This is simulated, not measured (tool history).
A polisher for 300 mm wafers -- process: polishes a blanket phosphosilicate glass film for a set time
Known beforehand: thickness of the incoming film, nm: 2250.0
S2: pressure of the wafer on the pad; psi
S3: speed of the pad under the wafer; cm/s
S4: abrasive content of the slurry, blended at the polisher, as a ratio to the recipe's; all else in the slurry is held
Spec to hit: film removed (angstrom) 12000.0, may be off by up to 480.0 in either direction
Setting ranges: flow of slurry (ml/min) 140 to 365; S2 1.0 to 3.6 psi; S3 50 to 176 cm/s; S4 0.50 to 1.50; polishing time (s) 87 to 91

{"run": 1, "day": 0.0, "flow of slurry (ml/min)": 235, "S2": 2.3, "S3": 112, "S4": 1.0, "polishing time (s)": 87, "film removed (angstrom)": 5441.6}
{"run": 2, "day": 0.088, "flow of slurry (ml/min)": 235, "S2": 2.3, "S3": 112, "S4": 1.0, "polishing time (s)": 91, "film removed (angstrom)": 5686.1}
{"run": 3, "day": 0.367, "flow of slurry (ml/min)": 235, "S2": 2.6, "S3": 118, "S4": 1.0, "polishing time (s)": 91, "film removed (angstrom)": 6655.4}
{"run": 4, "day": 0.55, "flow of slurry (ml/min)": 235, "S2": 3.0, "S3": 118, "S4": 1.0, "polishing time (s)": 91, "film removed (angstrom)": 7650.8}
{"run": 5, "day": 0.912, "flow of slurry (ml/min)": 235, "S2": 3.3, "S3": 118, "S4": 1.0, "polishing time (s)": 91, "film removed (angstrom)": 8471.6}
{"run": 6, "day": 1.062, "flow of slurry (ml/min)": 235, "S2": 3.3, "S3": 118, "S4": 0.9, "polishing time (s)": 91, "film removed (angstrom)": 7850.2}
{"run": 7, "day": 1.192, "flow of slurry (ml/min)": 235, "S2": 3.4, "S3": 130, "S4": 0.9, "polishing time (s)": 91, "film removed (angstrom)": 9023.3}
{"run": 8, "day": 1.25, "flow of slurry (ml/min)": 240, "S2": 3.6, "S3": 158, "S4": 0.95, "polishing time (s)": 91, "film removed (angstrom)": 11044.0}
{"run": 9, "day": 1.546, "flow of slurry (ml/min)": 240, "S2": 3.6, "S3": 162, "S4": 0.95, "polishing time (s)": 91, "film removed (angstrom)": 11360.0}

4 next moves are on the table. One of them brings every result within its allowed miss. Which?
{"run": "A", "day": 1.842, "flow of slurry (ml/min)": 235, "S2": 3.5, "S3": 174, "S4": 0.85, "polishing time (s)": 89, "film removed (angstrom)": "?"}
{"run": "B", "day": 1.842, "flow of slurry (ml/min)": 245, "S2": 3.6, "S3": 166, "S4": 1.0, "polishing time (s)": 91, "film removed (angstrom)": "?"}
{"run": "C", "day": 1.842, "flow of slurry (ml/min)": 250, "S2": 3.6, "S3": 152, "S4": 0.95, "polishing time (s)": 91, "film removed (angstrom)": "?"}
{"run": "D", "day": 1.842, "flow of slurry (ml/min)": 325, "S2": 3.3, "S3": 134, "S4": 1.25, "polishing time (s)": 90, "film removed (angstrom)": "?"}

move=A film_removed_(angstrom)=10770.0
move=B film_removed_(angstrom)=12146.0
move=C film_removed_(angstrom)=11032.0
move=D film_removed_(angstrom)=10788.0
A: moves away from the targets compared with the last run
B: all results land within tolerance of their targets
C: moves away from the targets compared with the last run
D: moves away from the targets compared with the last run
The move that meets every target is B.

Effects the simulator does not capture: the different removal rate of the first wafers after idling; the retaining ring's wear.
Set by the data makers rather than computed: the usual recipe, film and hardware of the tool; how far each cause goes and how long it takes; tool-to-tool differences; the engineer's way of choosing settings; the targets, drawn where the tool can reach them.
